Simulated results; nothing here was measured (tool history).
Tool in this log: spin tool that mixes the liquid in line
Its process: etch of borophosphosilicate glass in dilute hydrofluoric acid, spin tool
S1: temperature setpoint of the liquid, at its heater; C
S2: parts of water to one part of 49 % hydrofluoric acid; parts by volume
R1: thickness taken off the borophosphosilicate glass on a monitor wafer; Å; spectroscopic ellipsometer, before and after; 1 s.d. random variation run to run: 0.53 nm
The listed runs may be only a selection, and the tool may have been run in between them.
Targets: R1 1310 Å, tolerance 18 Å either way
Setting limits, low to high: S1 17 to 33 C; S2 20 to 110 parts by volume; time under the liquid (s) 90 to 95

Run 1, day 0: S1 25 C, S2 60 parts by volume, time under the liquid (s) 90. Result: R1 677.83 Å.
Run 2, day 0.046: S1 23 C, S2 60 parts by volume, time under the liquid (s) 90. Result: R1 622.94 Å.
Run 3, day 0.288: S1 26 C, S2 55 parts by volume, time under the liquid (s) 90. Result: R1 773.32 Å.
Run 4, day 0.575: S1 23 C, S2 55 parts by volume, time under the liquid (s) 90. Result: R1 677.54 Å.
Run 5, day 0.946: S1 23 C, S2 65 parts by volume, time under the liquid (s) 90. Result: R1 565.85 Å.
Run 6, day 1.242: S1 23 C, S2 65 parts by volume, time under the liquid (s) 90. Result: R1 570.93 Å.
Run 7, day 1.596: S1 26 C, S2 60 parts by volume, time under the liquid (s) 90. Result: R1 700.16 Å.
Run 8, day 1.954: S1 28 C, S2 55 parts by volume, time under the liquid (s) 90. Result: R1 831.2 Å.
Run 9, day 2.325: S1 29.5 C, S2 50 parts by volume, time under the liquid (s) 90. Result: R1 984.03 Å.
Run 10, day 2.7: S1 30.5 C, S2 50 parts by volume, time under the liquid (s) 90. Result: R1 1019 Å.
Run 11, day 3.029: S1 31 C, S2 50 parts by volume, time under the liquid (s) 90. Result: R1 1044.6 Å.
Run 12, day 3.275: S1 33 C, S2 40 parts by volume, time under the liquid (s) 90. Result: R1 1414.6 Å.
Run 13, day 3.592: S1 32.5 C, S2 40 parts by volume, time under the liquid (s) 90. Result: R1 1399.4 Å.
Run 14, day 3.671: S1 32 C, S2 40 parts by volume, time under the liquid (s) 90. Result: R1 1372.5 Å.

Which of these 4 next moves meets every target?
Run A, day 3.75: S1 32 C, S2 40 parts by volume, time under the liquid (s) 95. Result: R1 ?.
Run B, day 3.75: S1 33 C, S2 40 parts by volume, time under the liquid (s) 90. Result: R1 ?.
Run C, day 3.75: S1 30.5 C, S2 40 parts by volume, time under the liquid (s) 95. Result: R1 ?.
Run D, day 3.75: S1 32.5 C, S2 45 parts by volume, time under the liquid (s) 95. Result: R1 ?.

move      R1
   A    1446
   B  1424.2
   C  1363.4
   D  1299.8
A: the biggest miss grows against the last run
B: the biggest miss grows against the last run
C: closes in on the targets versus the last run, not all within tolerance yet
D: all results in spec
Correct choice: D, which meets every target
